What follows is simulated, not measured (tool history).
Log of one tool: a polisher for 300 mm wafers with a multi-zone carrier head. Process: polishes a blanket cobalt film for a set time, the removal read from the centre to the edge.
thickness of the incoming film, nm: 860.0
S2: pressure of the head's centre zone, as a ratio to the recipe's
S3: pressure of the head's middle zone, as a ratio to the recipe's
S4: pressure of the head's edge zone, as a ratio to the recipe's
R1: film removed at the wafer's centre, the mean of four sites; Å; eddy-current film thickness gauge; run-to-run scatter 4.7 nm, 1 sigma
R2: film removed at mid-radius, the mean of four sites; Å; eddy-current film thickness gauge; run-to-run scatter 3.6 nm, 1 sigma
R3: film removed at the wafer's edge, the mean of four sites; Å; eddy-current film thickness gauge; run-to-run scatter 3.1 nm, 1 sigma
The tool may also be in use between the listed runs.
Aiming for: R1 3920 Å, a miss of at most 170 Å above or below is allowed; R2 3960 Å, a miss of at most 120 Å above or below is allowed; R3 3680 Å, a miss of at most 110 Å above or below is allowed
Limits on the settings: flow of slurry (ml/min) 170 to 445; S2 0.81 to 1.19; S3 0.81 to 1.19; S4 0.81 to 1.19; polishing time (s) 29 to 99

Run 1, hour 0: flow of slurry (ml/min) 285, S2 1, S3 1, S4 1, polishing time (s) 64. Result: R1 2945.2 Å, R2 3071 Å, R3 2962.8 Å.
Run 2, hour 7.7: flow of slurry (ml/min) 285, S2 1, S3 1, S4 1.08, polishing time (s) 64. Result: R1 2980.2 Å, R2 2968.5 Å, R3 3062.4 Å.
Run 3, hour 15.2: flow of slurry (ml/min) 295, S2 1.03, S3 1.05, S4 1.1, polishing time (s) 67. Result: R1 3238.7 Å, R2 3324.4 Å, R3 3281.2 Å.
Run 4, hour 17.8: flow of slurry (ml/min) 310, S2 1.07, S3 1.08, S4 1.12, polishing time (s) 68. Result: R1 3463.2 Å, R2 3464.5 Å, R3 3390.8 Å.
Run 5, hour 21.2: flow of slurry (ml/min) 380, S2 1.07, S3 1.08, S4 1.12, polishing time (s) 68. Result: R1 3492.9 Å, R2 3519.4 Å, R3 3381.4 Å.
Run 6, hour 29: flow of slurry (ml/min) 380, S2 1.07, S3 1.08, S4 1.12, polishing time (s) 80. Result: R1 4116.1 Å, R2 4177.8 Å, R3 3920.8 Å.
Run 7, hour 36.1: flow of slurry (ml/min) 385, S2 1.06, S3 1.07, S4 1.1, polishing time (s) 79. Result: R1 3915.5 Å, R2 4039.7 Å, R3 3927.3 Å.
Run 8, hour 44.5: flow of slurry (ml/min) 385, S2 1.08, S3 1.07, S4 1.07, polishing time (s) 78. Result: R1 4033 Å, R2 4044.1 Å, R3 3826.7 Å.

Which of these 5 next moves meets every target?
Run A, hour 52.9: flow of slurry (ml/min) 385, S2 1.13, S3 1.02, S4 1.07, polishing time (s) 79. Result: R1 ?, R2 ?, R3 ?.
Run B, hour 52.9: flow of slurry (ml/min) 365, S2 1.08, S3 1.09, S4 1.05, polishing time (s) 76. Result: R1 ?, R2 ?, R3 ?.
Run C, hour 52.9: flow of slurry (ml/min) 335, S2 1.16, S3 1.01, S4 1.1, polishing time (s) 80. Result: R1 ?, R2 ?, R3 ?.
Run D, hour 52.9: flow of slurry (ml/min) 375, S2 1.07, S3 1.01, S4 1.1, polishing time (s) 82. Result: R1 ?, R2 ?, R3 ?.
Run E, hour 52.9: flow of slurry (ml/min) 335, S2 0.98, S3 1.05, S4 1.14, polishing time (s) 81. Result: R1 ?, R2 ?, R3 ?.

move      R1      R2      R3
   A  4234.7  3911.7  3845.5
   B  3875.3  3936.6  3649.6
   C  4344.8  3885.2  3912.8
   D  4150.5  4023.6  4041.3
   E  3712.9  4051.4  4032.7
A: the biggest miss grows against the last run
B: in spec on every target
C: the biggest miss grows against the last run
D: the biggest miss grows against the last run
E: the biggest miss grows against the last run
The right move is B.

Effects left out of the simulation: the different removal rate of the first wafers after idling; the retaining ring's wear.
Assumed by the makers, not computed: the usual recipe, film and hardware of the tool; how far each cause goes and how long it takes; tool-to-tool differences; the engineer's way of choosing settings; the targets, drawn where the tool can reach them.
